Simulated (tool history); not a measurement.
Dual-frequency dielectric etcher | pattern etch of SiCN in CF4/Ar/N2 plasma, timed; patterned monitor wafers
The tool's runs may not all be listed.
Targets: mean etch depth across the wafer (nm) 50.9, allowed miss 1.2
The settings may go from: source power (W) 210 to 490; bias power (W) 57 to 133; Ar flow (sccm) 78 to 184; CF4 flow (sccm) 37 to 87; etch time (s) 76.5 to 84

run	hour	source power (W)	bias power (W)	Ar flow (sccm)	CF4 flow (sccm)	etch time (s)	mean etch depth across the wafer (nm)
1	0	350	95	131	62	84	61.529
2	5.3	330	94	131	62	84	58.556
3	9.9	330	94	155	62	84	56.971
4	13.9	330	94	155	62	84	56.577
5	19.5	330	102	155	62	84	58.761
6	25.7	330	102	155	57	84	57.6
7	31.4	320	102	155	57	84	56.505
8	34.1	310	102	155	57	84	55.769
9	39	300	102	155	57	84	54.589

Which of these 5 next moves meets every target?
A	43.9	280	112	152	57	80	?
B	43.9	320	76	147	62	79.5	?
C	43.9	320	102	161	62	84	?
D	43.9	270	117	177	52	78.5	?
E	43.9	300	97	160	57	77.5	?

move	mean etch depth across the wafer (nm)
A	51.09
B	48.175
C	57.148
D	48.027
E	48.465
A: meets every target
B: takes the result that was furthest off past its target
C: further off than the last run
D: takes the result that was furthest off past its target
E: takes the result that was furthest off past its target
Move A is the one to make.
